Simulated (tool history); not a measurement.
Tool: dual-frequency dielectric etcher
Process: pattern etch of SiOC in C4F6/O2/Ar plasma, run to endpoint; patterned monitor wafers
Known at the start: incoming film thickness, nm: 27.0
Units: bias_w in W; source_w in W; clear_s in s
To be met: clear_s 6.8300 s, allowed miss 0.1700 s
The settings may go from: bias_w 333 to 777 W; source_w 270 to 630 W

run,hour,bias_w,source_w,clear_s
1,0.0,555,450,7.8298
2,3.2,573,450,7.7226
3,8.2,589,450,7.5319
4,12.6,589,500,7.4675
5,19.7,601,500,7.4713
6,24.0,616,500,7.4098
7,27.6,631,510,7.2753
8,36.5,641,510,7.1998
9,39.5,649,510,7.2022

4 next moves are on the table. One of them brings every result within its allowed miss. Which?
A,42.5,528,450,?
B,42.5,717,540,?
C,42.5,627,550,?
D,42.5,703,470,?

move,clear_s
A,7.9818
B,6.9248
C,7.1819
D,7.2353
A: further off than the last run
B: meets every target
C: nearer than the last run, and not there yet
D: further off than the last run
Answer: B
